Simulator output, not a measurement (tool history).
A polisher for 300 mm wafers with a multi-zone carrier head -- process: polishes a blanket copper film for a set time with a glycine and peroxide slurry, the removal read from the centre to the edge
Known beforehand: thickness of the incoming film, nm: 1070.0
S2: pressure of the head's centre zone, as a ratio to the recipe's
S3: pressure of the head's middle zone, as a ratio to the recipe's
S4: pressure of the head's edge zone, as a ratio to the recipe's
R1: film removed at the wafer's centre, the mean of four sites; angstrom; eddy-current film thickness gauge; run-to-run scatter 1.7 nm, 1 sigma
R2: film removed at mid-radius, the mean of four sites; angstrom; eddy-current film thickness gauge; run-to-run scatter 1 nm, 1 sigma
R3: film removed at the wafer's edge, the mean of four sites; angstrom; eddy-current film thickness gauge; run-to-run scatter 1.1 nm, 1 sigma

{"run": 1, "day": 0.0, "flow of slurry (ml/min)": 250, "S2": 1, "S3": 1, "S4": 1, "polishing time (s)": 47, "R1": 2084, "R2": 2123.8, "R3": 2013.3}
{"run": 2, "day": 0.183, "flow of slurry (ml/min)": 250, "S2": 1, "S3": 1, "S4": 0.93, "polishing time (s)": 47, "R1": 2158.6, "R2": 2096.4, "R3": 1926.2}
{"run": 3, "day": 0.521, "flow of slurry (ml/min)": 250, "S2": 0.95, "S3": 1, "S4": 0.93, "polishing time (s)": 47, "R1": 2016.4, "R2": 2110.9, "R3": 1921.3}
{"run": 4, "day": 0.638, "flow of slurry (ml/min)": 250, "S2": 0.95, "S3": 1.08, "S4": 0.93, "polishing time (s)": 47, "R1": 1998.6, "R2": 2266.1, "R3": 1930.7}
{"run": 5, "day": 0.762, "flow of slurry (ml/min)": 250, "S2": 0.95, "S3": 1.08, "S4": 1, "polishing time (s)": 47, "R1": 2034, "R2": 2269.1, "R3": 1994.1}
{"run": 6, "day": 1.079, "flow of slurry (ml/min)": 250, "S2": 0.95, "S3": 1.14, "S4": 1, "polishing time (s)": 47, "R1": 2012.8, "R2": 2398.9, "R3": 2009.5}
{"day": 1.425, "done": "edge zone pressure recalibrated"}
{"run": 7, "day": 1.425, "flow of slurry (ml/min)": 235, "S2": 0.92, "S3": 1.07, "S4": 1.01, "polishing time (s)": 42, "R1": 1718.6, "R2": 1981.4, "R3": 1870.1}
{"run": 8, "day": 1.692, "flow of slurry (ml/min)": 240, "S2": 0.92, "S3": 1.03, "S4": 0.98, "polishing time (s)": 38, "R1": 1551.5, "R2": 1762.5, "R3": 1652.9}
{"run": 9, "day": 1.746, "flow of slurry (ml/min)": 240, "S2": 0.92, "S3": 1.03, "S4": 0.98, "polishing time (s)": 38, "R1": 1567.2, "R2": 1729.5, "R3": 1659.8}

Estimate the outcome of run 10 from the log above:
{"run": 10, "day": 1.925, "flow of slurry (ml/min)": 240, "S2": 0.9, "S3": 0.99, "S4": 0.96, "polishing time (s)": 36, "R1": "?", "R2": "?", "R3": "?"}

For run 10 the tool returned R1 1450.9 angstrom, R2 1618.2 angstrom, R3 1574 angstrom.

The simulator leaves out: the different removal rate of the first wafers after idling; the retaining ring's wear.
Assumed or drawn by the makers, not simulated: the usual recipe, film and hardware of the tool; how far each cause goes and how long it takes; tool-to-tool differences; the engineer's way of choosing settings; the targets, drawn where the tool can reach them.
